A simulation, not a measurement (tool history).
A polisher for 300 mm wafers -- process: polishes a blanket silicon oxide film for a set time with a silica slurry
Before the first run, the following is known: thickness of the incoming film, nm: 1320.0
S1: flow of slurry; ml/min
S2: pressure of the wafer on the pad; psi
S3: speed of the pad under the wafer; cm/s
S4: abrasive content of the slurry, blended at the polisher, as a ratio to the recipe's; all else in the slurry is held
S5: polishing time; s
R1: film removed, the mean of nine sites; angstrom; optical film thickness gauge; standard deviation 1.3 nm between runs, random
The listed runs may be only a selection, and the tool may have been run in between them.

Run 1, day 0.000: S1 270 ml/min, S2 5.1 psi, S3 116 cm/s, S4 1.00, S5 28 s. Result: R1 1317.4 angstrom.
Run 2, day 0.254: S1 270 ml/min, S2 5.1 psi, S3 100 cm/s, S4 1.00, S5 28 s. Result: R1 1182.0 angstrom.
Run 3, day 0.296: S1 270 ml/min, S2 5.1 psi, S3 100 cm/s, S4 0.85, S5 28 s. Result: R1 1061.0 angstrom.
Run 4, day 0.562: S1 275 ml/min, S2 5.9 psi, S3 100 cm/s, S4 0.85, S5 28 s. Result: R1 1217.3 angstrom.
Run 5, day 0.775: S1 275 ml/min, S2 6.6 psi, S3 100 cm/s, S4 0.85, S5 28 s. Result: R1 1360.9 angstrom.
Run 6, day 0.896: S1 245 ml/min, S2 6.6 psi, S3 100 cm/s, S4 0.85, S5 28 s. Result: R1 1327.2 angstrom.
Run 7, day 0.958: S1 280 ml/min, S2 7.0 psi, S3 100 cm/s, S4 0.85, S5 28 s. Result: R1 1441.9 angstrom.

Forecast run 8:
Run 8, day 1.254: S1 280 ml/min, S2 8.0 psi, S3 102 cm/s, S4 0.85, S5 28 s. Result: R1 ?.

{"run 8": {"R1": 1646.6}}
